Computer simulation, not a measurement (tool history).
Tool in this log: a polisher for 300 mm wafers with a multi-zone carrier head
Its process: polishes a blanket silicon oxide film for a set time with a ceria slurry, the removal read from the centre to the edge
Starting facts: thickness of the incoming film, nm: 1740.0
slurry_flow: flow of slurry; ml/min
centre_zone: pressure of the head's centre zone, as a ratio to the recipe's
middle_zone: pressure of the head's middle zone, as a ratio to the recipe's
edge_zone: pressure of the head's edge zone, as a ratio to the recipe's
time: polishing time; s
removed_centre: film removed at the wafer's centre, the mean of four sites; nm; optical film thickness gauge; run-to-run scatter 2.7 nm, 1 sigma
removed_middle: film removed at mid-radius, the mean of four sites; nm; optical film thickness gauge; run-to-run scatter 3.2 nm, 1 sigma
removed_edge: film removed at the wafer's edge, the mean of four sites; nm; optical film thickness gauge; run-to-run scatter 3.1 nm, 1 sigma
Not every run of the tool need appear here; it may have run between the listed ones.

| run | hour | slurry_flow | centre_zone | middle_zone | edge_zone | time | removed_centre | removed_middle | removed_edge |
|---|---|---|---|---|---|---|---|---|---|
| 1 | 0 | 215 | 1 | 1 | 1 | 75 | 316.07 | 303.4 | 299.52 |
| 2 | 6.2 | 215 | 1 | 1 | 0.92 | 75 | 313.11 | 306.52 | 285.79 |
| 3 | 7.5 | 225 | 0.99 | 1.02 | 0.95 | 76 | 315.46 | 310.44 | 298.12 |
| 4 | 15.6 | 225 | 0.99 | 1.07 | 0.95 | 76 | 315.32 | 329.97 | 300.41 |
| 5 | 16.6 | 235 | 0.99 | 1.08 | 0.97 | 76 | 319.97 | 332.79 | 303.11 |
| 6 | 18 | 235 | 1.03 | 1.08 | 0.97 | 76 | 332.44 | 334.57 | 305.69 |
| 7 | 19.9 | 240 | 1.02 | 1.09 | 0.99 | 76 | 329.64 | 331.69 | 305.09 |

Run 8 comes next. What will it give?
| 8 | 24.5 | 240 | 1.01 | 1.1 | 1.01 | 77 | ? | ? | ? |

removed_centre: 329.61 nm
removed_middle: 346.43 nm
removed_edge: 315.96 nm
